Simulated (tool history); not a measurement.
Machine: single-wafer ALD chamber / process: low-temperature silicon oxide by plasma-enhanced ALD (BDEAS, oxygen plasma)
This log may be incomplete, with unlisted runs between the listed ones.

| run | hour | heater temperature setpoint (K) | number of ALD cycles (cycles) | mean film thickness on the monitor wafer (nm) |
|---|---|---|---|---|
| 1 | 0.0 | 388.15 | 38 | 5.3218 |
| 2 | 5.2 | 380.15 | 38 | 5.3838 |
| 3 | 9.5 | 380.15 | 39 | 5.5102 |
| 4 | 17.4 | 380.15 | 40 | 5.6788 |
| 5 | 21.7 | 388.15 | 40 | 5.5931 |
| 6 | 26.3 | 381.15 | 40 | 5.6031 |

Run 7, settings as shown, results not yet in. Your forecast:
| 7 | 32.9 | 381.15 | 41 | ? |

{"run 7": {"mean film thickness on the monitor wafer (nm)": 5.7726}}
